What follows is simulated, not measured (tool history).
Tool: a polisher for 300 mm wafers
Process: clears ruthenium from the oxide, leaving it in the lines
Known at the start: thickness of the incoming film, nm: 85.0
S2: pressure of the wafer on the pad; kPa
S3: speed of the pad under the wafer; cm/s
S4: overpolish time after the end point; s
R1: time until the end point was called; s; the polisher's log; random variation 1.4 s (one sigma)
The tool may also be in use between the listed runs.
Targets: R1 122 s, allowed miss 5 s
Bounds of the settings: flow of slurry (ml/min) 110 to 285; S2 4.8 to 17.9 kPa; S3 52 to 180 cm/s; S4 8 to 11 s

run 1 day=0 | flow_of_slurry_(ml/min)=180 S2=11 S3=116 S4=11 | R1=90.505
run 2 day=0.233 | flow_of_slurry_(ml/min)=180 S2=10.3 S3=116 S4=11 | R1=98.326
run 3 day=0.475 | flow_of_slurry_(ml/min)=180 S2=9.7 S3=116 S4=11 | R1=105.02
run 4 day=0.733 | flow_of_slurry_(ml/min)=180 S2=12.4 S3=116 S4=11 | R1=82.249
run 5 day=1.075 | flow_of_slurry_(ml/min)=180 S2=11.7 S3=116 S4=11 | R1=87.757
run 6 day=1.375 | flow_of_slurry_(ml/min)=180 S2=11 S3=116 S4=11 | R1=90.897
-- day=1.7 slurry nozzle cleaned
run 7 day=1.7 | flow_of_slurry_(ml/min)=180 S2=10.3 S3=116 S4=11 | R1=96.061
run 8 day=1.867 | flow_of_slurry_(ml/min)=180 S2=9.7 S3=116 S4=11 | R1=101.99
run 9 day=2.117 | flow_of_slurry_(ml/min)=180 S2=9 S3=116 S4=11 | R1=108.14
run 10 day=2.283 | flow_of_slurry_(ml/min)=175 S2=7.6 S3=116 S4=11 | R1=131.08
run 11 day=2.438 | flow_of_slurry_(ml/min)=180 S2=7.6 S3=116 S4=11 | R1=130.7
run 12 day=2.546 | flow_of_slurry_(ml/min)=180 S2=7.6 S3=116 S4=11 | R1=129.69
run 13 day=2.712 | flow_of_slurry_(ml/min)=185 S2=7.6 S3=116 S4=11 | R1=130.55

4 next moves are on the table. One of them brings every result within its allowed miss. Which?
run A day=2.879 | flow_of_slurry_(ml/min)=190 S2=6.9 S3=120 S4=11 | R1=?
run B day=2.879 | flow_of_slurry_(ml/min)=185 S2=6.9 S3=120 S4=11 | R1=?
run C day=2.879 | flow_of_slurry_(ml/min)=215 S2=6.9 S3=132 S4=10 | R1=?
run D day=2.879 | flow_of_slurry_(ml/min)=175 S2=7.6 S3=102 S4=11 | R1=?

move=A R1=139.09
move=B R1=139.51
move=C R1=125.08
move=D R1=150.06
A: further off than the last run
B: further off than the last run
C: meets every target
D: further off than the last run
Answer: C
